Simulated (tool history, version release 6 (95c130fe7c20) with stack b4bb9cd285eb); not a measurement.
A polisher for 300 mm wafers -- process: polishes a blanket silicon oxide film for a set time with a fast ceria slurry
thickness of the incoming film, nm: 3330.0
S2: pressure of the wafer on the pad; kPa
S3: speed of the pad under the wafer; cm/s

{"run": 1, "hour": 0.0, "flow of slurry (ml/min)": 190, "S2": 13.1, "S3": 88, "polishing time (s)": 53, "film removed (angstrom)": 5340.2}
{"run": 2, "hour": 4.8, "flow of slurry (ml/min)": 190, "S2": 13.1, "S3": 88, "polishing time (s)": 47, "film removed (angstrom)": 4743.4}
{"run": 3, "hour": 9.7, "flow of slurry (ml/min)": 145, "S2": 13.1, "S3": 88, "polishing time (s)": 47, "film removed (angstrom)": 4625.5}
{"run": 4, "hour": 10.4, "flow of slurry (ml/min)": 145, "S2": 10.3, "S3": 88, "polishing time (s)": 47, "film removed (angstrom)": 4027.6}
{"run": 5, "hour": 11.0, "flow of slurry (ml/min)": 145, "S2": 10.3, "S3": 106, "polishing time (s)": 47, "film removed (angstrom)": 4724.7}
{"run": 6, "hour": 18.6, "flow of slurry (ml/min)": 145, "S2": 12.4, "S3": 106, "polishing time (s)": 47, "film removed (angstrom)": 5223.9}
{"run": 7, "hour": 27.5, "flow of slurry (ml/min)": 155, "S2": 13.1, "S3": 106, "polishing time (s)": 47, "film removed (angstrom)": 5501.5}
{"run": 8, "hour": 34.4, "flow of slurry (ml/min)": 160, "S2": 13.8, "S3": 106, "polishing time (s)": 47, "film removed (angstrom)": 5696.9}
{"run": 9, "hour": 42.4, "flow of slurry (ml/min)": 165, "S2": 13.8, "S3": 106, "polishing time (s)": 47, "film removed (angstrom)": 5751.3}
{"run": 10, "hour": 50.3, "flow of slurry (ml/min)": 170, "S2": 13.8, "S3": 106, "polishing time (s)": 47, "film removed (angstrom)": 5778.9}

Predict the results of run 11:
{"run": 11, "hour": 55.2, "flow of slurry (ml/min)": 175, "S2": 13.8, "S3": 106, "polishing time (s)": 47, "film removed (angstrom)": "?"}

film removed (angstrom): 5773.0
